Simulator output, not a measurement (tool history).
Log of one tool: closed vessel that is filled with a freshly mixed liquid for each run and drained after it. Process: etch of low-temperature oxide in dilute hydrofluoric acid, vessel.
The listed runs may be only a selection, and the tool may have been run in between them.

| run | hour | temperature setpoint of the liquid (°C) | parts of water to one part of 49 % hydrofluoric acid (parts by volume) | time in the liquid (s) | thickness taken off the low-temperature oxide on a monitor wafer (nm) |
|---|---|---|---|---|---|
| 1 | 0.0 | 25.0 | 160 | 50 | 3.1562 |
| 2 | 7.8 | 23.0 | 160 | 50 | 2.9237 |
| 3 | 14.6 | 23.0 | 160 | 40 | 2.3492 |
| 4 | 21.6 | 25.5 | 160 | 40 | 2.5846 |
| 5 | 29.9 | 27.0 | 160 | 40 | 2.7292 |
| 6 | 37.1 | 24.5 | 160 | 40 | 2.4681 |
| 7 | 46.1 | 28.5 | 95 | 40 | 5.2601 |
| 8 | 49.5 | 30.0 | 85 | 40 | 6.3618 |

Run 9 comes next. What will it give?
| 9 | 54.7 | 33.0 | 75 | 40 | ? |

{"run 9": {"thickness taken off the low-temperature oxide on a monitor wafer (nm)": 8.2123}}
